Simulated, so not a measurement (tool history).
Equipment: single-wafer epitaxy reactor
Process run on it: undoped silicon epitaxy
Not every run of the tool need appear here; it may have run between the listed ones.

| run | day | wafer temperature setpoint (pyrometer-controlled) (deg C) | deposition time (s) | mean film thickness on the monitor wafer (angstrom) |
|---|---|---|---|---|
| 1 | 0 | 645 | 571 | 828.24 |
| 2 | 0.192 | 639 | 571 | 715.18 |
| 3 | 0.246 | 639 | 503 | 631.73 |
| 4 | 0.308 | 644 | 505 | 718.12 |
| 5 | 0.471 | 637 | 505 | 603.57 |
|  | 0.538 | pyrometer calibrated |
| 6 | 0.538 | 637 | 450 | 572.07 |

What will run 7 give?
| 7 | 0.658 | 649 | 503 | ? |

{"run 7": {"mean film thickness on the monitor wafer (angstrom)": 852.27}}

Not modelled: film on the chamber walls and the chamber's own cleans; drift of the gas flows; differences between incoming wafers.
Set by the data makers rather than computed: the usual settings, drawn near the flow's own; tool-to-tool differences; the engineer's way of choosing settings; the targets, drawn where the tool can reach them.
